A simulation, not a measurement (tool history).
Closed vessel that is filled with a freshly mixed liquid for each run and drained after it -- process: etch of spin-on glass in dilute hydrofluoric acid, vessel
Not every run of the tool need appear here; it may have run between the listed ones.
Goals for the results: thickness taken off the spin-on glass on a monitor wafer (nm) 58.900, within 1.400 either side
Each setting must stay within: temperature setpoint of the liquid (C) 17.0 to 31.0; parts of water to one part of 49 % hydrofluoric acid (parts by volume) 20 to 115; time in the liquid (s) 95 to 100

run	hour	temperature setpoint of the liquid (C)	parts of water to one part of 49 % hydrofluoric acid (parts by volume)	time in the liquid (s)	thickness taken off the spin-on glass on a monitor wafer (nm)
1	0.0	23.0	65	95	42.550
2	6.9	25.0	65	95	46.404
3	15.6	25.0	65	95	46.411
4	19.5	25.0	65	100	48.494
5	26.0	25.0	75	100	41.534
6	27.5	26.5	75	100	44.592
7	32.9	27.5	75	100	45.868
8	36.1	28.5	75	100	48.007
9	40.5	31.0	70	100	56.702
10	45.0	31.0	65	100	61.799
11	51.3	30.5	65	100	60.633

Exercise: of the 5 proposed moves below, exactly one satisfies all targets within the stated allowed misses. Which move is it?
A	57.6	29.0	60	100	?
B	57.6	29.5	65	95	?
C	57.6	28.5	65	100	?
D	57.6	30.0	70	100	?
E	57.6	31.0	65	95	?

move	thickness taken off the spin-on glass on a monitor wafer (nm)
A	62.003
B	55.034
C	55.714
D	54.438
E	58.316
A: lands further from the targets than the last run did
B: pushes the last run's worst result past its target
C: pushes the last run's worst result past its target
D: pushes the last run's worst result past its target
E: each result inside its tolerance
So the answer is move E, the one that meets all the targets.
